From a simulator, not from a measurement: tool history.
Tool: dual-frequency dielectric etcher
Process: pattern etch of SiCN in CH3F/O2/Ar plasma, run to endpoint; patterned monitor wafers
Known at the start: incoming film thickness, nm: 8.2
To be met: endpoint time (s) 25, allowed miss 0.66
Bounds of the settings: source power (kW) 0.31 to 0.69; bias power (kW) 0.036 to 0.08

{"run": 1, "hour": 0.0, "source power (kW)": 0.5, "bias power (kW)": 0.058, "endpoint time (s)": 21.306}
{"run": 2, "hour": 0.8, "source power (kW)": 0.5, "bias power (kW)": 0.064, "endpoint time (s)": 20.412}
{"run": 3, "hour": 8.2, "source power (kW)": 0.5, "bias power (kW)": 0.059, "endpoint time (s)": 20.998}
{"run": 4, "hour": 16.7, "source power (kW)": 0.47, "bias power (kW)": 0.057, "endpoint time (s)": 21.951}
{"run": 5, "hour": 22.9, "source power (kW)": 0.44, "bias power (kW)": 0.056, "endpoint time (s)": 22.447}
{"run": 6, "hour": 30.2, "source power (kW)": 0.5, "bias power (kW)": 0.056, "endpoint time (s)": 21.528}
{"run": 7, "hour": 39.1, "source power (kW)": 0.47, "bias power (kW)": 0.054, "endpoint time (s)": 22.281}
{"run": 8, "hour": 42.2, "source power (kW)": 0.45, "bias power (kW)": 0.053, "endpoint time (s)": 22.751}
{"run": 9, "hour": 45.9, "source power (kW)": 0.35, "bias power (kW)": 0.048, "endpoint time (s)": 25.856}

4 next moves are on the table. One of them brings every result within its allowed miss. Which?
{"run": "A", "hour": 49.6, "source power (kW)": 0.33, "bias power (kW)": 0.045, "endpoint time (s)": "?"}
{"run": "B", "hour": 49.6, "source power (kW)": 0.4, "bias power (kW)": 0.045, "endpoint time (s)": "?"}
{"run": "C", "hour": 49.6, "source power (kW)": 0.33, "bias power (kW)": 0.046, "endpoint time (s)": "?"}
{"run": "D", "hour": 49.6, "source power (kW)": 0.31, "bias power (kW)": 0.046, "endpoint time (s)": "?"}

move=A endpoint_time_(s)=26.937
move=B endpoint_time_(s)=25.276
move=C endpoint_time_(s)=26.718
move=D endpoint_time_(s)=27.262
A: further off than the last run
B: meets every target
C: further off than the last run
D: further off than the last run
The right move is B.
